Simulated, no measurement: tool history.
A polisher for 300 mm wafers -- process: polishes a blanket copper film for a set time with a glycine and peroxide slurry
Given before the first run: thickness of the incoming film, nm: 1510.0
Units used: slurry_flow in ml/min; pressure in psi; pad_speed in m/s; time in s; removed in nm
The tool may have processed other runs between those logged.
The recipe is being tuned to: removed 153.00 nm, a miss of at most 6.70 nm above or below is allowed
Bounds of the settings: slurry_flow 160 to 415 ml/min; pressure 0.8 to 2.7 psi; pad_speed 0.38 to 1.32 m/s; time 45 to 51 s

| run | hour | slurry_flow | pressure | pad_speed | time | removed |
|---|---|---|---|---|---|---|
| 1 | 0.0 | 265 | 1.7 | 0.84 | 51 | 179.64 |
| 2 | 4.0 | 265 | 1.7 | 0.84 | 51 | 181.65 |
| 3 | 9.4 | 265 | 1.5 | 0.82 | 51 | 160.89 |
| 4 | 16.7 | 265 | 1.7 | 0.82 | 51 | 174.88 |
| 5 | 24.2 | 265 | 1.7 | 0.98 | 51 | 199.77 |
| 6 | 30.1 | 265 | 1.9 | 0.98 | 51 | 219.47 |
| 7 | 36.6 | 265 | 1.8 | 0.98 | 51 | 205.78 |
|  | 38.1 | worn pad replaced by a new one |
| 8 | 38.1 | 265 | 1.7 | 0.98 | 51 | 210.93 |
| 9 | 45.6 | 265 | 1.6 | 0.96 | 51 | 202.42 |
| 10 | 53.6 | 265 | 1.5 | 0.94 | 51 | 185.07 |
| 11 | 62.7 | 265 | 1.4 | 0.94 | 51 | 180.16 |
| 12 | 70.5 | 265 | 1.3 | 0.94 | 51 | 168.59 |
| 13 | 78.4 | 265 | 1.2 | 0.94 | 51 | 162.58 |
| 14 | 79.2 | 265 | 1.0 | 0.92 | 51 | 142.70 |

Next run, 4 choices. One meets every target within its allowed miss, the rest don't. Which?
| A | 80.0 | 325 | 1.2 | 0.88 | 49 | ? |
| B | 80.0 | 325 | 1.1 | 0.82 | 49 | ? |
| C | 80.0 | 275 | 0.9 | 1.04 | 49 | ? |
| D | 80.0 | 180 | 1.2 | 0.78 | 48 | ? |

| move | removed |
|---|---|
| A | 149.39 |
| B | 135.43 |
| C | 136.86 |
| D | 129.45 |
A: every result lands within tolerance
B: misses by more than the last run did
C: misses by more than the last run did
D: misses by more than the last run did
Answer: A
